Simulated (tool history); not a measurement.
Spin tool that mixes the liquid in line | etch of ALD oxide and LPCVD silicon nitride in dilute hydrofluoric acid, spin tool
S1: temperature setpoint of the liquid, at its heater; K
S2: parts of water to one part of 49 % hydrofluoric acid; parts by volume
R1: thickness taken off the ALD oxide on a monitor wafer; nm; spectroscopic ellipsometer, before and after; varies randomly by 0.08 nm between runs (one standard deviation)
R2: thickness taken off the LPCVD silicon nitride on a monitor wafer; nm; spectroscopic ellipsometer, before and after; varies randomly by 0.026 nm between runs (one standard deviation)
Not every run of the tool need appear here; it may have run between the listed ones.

Run 1, day 0.000: S1 295.15 K, S2 45 parts by volume, time under the liquid (s) 30. Result: R1 12.9910 nm, R2 0.29174 nm.
Run 2, day 0.346: S1 294.65 K, S2 45 parts by volume, time under the liquid (s) 30. Result: R1 12.8320 nm, R2 0.27971 nm.
Run 3, day 0.450: S1 294.65 K, S2 45 parts by volume, time under the liquid (s) 20. Result: R1 8.5960 nm, R2 0.15845 nm.
Run 4, day 0.792: S1 294.65 K, S2 45 parts by volume, time under the liquid (s) 25. Result: R1 10.5550 nm, R2 0.25987 nm.
Run 5, day 1.042: S1 291.65 K, S2 45 parts by volume, time under the liquid (s) 25. Result: R1 9.4824 nm, R2 0.16316 nm.
Run 6, day 1.108: S1 292.65 K, S2 45 parts by volume, time under the liquid (s) 25. Result: R1 9.8914 nm, R2 0.19068 nm.
Run 7, day 1.246: S1 293.65 K, S2 45 parts by volume, time under the liquid (s) 25. Result: R1 10.1290 nm, R2 0.23132 nm.

Expected results for the next run?
Run 8, day 1.467: S1 294.15 K, S2 45 parts by volume, time under the liquid (s) 25. Result: R1 ?, R2 ?.

For run 8 the tool returned R1 10.4290 nm, R2 0.20624 nm.
